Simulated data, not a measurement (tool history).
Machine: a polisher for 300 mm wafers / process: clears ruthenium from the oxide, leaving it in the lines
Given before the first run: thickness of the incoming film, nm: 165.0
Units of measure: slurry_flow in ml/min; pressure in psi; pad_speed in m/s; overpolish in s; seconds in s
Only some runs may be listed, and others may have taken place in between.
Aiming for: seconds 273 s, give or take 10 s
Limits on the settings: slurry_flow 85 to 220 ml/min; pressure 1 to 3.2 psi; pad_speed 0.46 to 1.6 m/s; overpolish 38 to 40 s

{"run": 1, "hour": 0.0, "slurry_flow": 140, "pressure": 2.1, "pad_speed": 1.02, "overpolish": 38, "seconds": 161.96}
{"run": 2, "hour": 1.2, "slurry_flow": 135, "pressure": 1.9, "pad_speed": 1.02, "overpolish": 38, "seconds": 174.16}
{"run": 3, "hour": 2.9, "slurry_flow": 150, "pressure": 1.9, "pad_speed": 1.02, "overpolish": 38, "seconds": 170.33}
{"run": 4, "hour": 5.5, "slurry_flow": 145, "pressure": 1.7, "pad_speed": 1, "overpolish": 38, "seconds": 198.3}
{"run": 5, "hour": 8.8, "slurry_flow": 160, "pressure": 1.7, "pad_speed": 1, "overpolish": 38, "seconds": 199.06}
{"run": 6, "hour": 9.5, "slurry_flow": 160, "pressure": 1.6, "pad_speed": 1, "overpolish": 38, "seconds": 203.1}
{"run": 7, "hour": 14.1, "slurry_flow": 160, "pressure": 1.5, "pad_speed": 1, "overpolish": 38, "seconds": 221.73}
{"run": 8, "hour": 20.0, "slurry_flow": 135, "pressure": 1.1, "pad_speed": 1, "overpolish": 38, "seconds": 301.42}
{"run": 9, "hour": 28.7, "slurry_flow": 140, "pressure": 1.1, "pad_speed": 1, "overpolish": 38, "seconds": 300.6}
{"run": 10, "hour": 32.6, "slurry_flow": 145, "pressure": 1.1, "pad_speed": 1, "overpolish": 38, "seconds": 295.69}
{"run": 11, "hour": 33.3, "slurry_flow": 150, "pressure": 1.1, "pad_speed": 1, "overpolish": 38, "seconds": 296.04}
{"run": 12, "hour": 40.1, "slurry_flow": 155, "pressure": 1.1, "pad_speed": 1, "overpolish": 38, "seconds": 290.52}
{"run": 13, "hour": 44.6, "slurry_flow": 160, "pressure": 1.1, "pad_speed": 1, "overpolish": 38, "seconds": 293.19}

Consider the 5 candidate settings below. Which is the only one whose results all fall within their allowed miss of target?
{"run": "A", "hour": 49.1, "slurry_flow": 150, "pressure": 1, "pad_speed": 1.04, "overpolish": 38, "seconds": "?"}
{"run": "B", "hour": 49.1, "slurry_flow": 140, "pressure": 1.1, "pad_speed": 1.1, "overpolish": 40, "seconds": "?"}
{"run": "C", "hour": 49.1, "slurry_flow": 165, "pressure": 1.1, "pad_speed": 0.86, "overpolish": 38, "seconds": "?"}
{"run": "D", "hour": 49.1, "slurry_flow": 135, "pressure": 1, "pad_speed": 1.08, "overpolish": 38, "seconds": "?"}
{"run": "E", "hour": 49.1, "slurry_flow": 160, "pressure": 1.1, "pad_speed": 0.98, "overpolish": 38, "seconds": "?"}

move=A seconds=305.29
move=B seconds=267.79
move=C seconds=330.76
move=D seconds=299.78
move=E seconds=292.93
A: lands further from the targets than the last run did
B: meets every target
C: lands further from the targets than the last run did
D: lands further from the targets than the last run did
E: roughly where the last run was
The move that meets every target is B.

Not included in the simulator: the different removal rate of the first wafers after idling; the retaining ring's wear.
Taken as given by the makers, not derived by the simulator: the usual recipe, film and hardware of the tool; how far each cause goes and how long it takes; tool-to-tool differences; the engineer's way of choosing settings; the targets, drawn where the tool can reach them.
